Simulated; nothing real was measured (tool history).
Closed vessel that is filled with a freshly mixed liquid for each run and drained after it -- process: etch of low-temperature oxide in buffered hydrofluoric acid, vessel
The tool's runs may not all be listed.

run,hour,temperature setpoint of the liquid (C),parts of 40 % ammonium fluoride to one part of 49 % hydrofluoric acid (parts by volume),time in the liquid (s),thickness taken off the low-temperature oxide on a monitor wafer (nm)
1,0.0,21.0,18.5,95,273.70
2,3.5,22.5,18.5,95,298.94
3,7.1,19.0,18.5,95,243.27
4,10.7,19.0,20.5,95,224.97
5,11.9,17.0,20.5,95,204.48
6,20.4,17.0,20.5,95,201.06
7,27.1,19.5,20.0,95,238.51
8,32.6,21.5,20.0,95,266.27
9,39.1,25.5,19.5,95,332.17
10,41.9,26.0,19.5,95,344.90

Run 11 comes next. What will it give?
11,47.9,26.5,19.5,95,?

thickness taken off the low-temperature oxide on a monitor wafer (nm): 356.89

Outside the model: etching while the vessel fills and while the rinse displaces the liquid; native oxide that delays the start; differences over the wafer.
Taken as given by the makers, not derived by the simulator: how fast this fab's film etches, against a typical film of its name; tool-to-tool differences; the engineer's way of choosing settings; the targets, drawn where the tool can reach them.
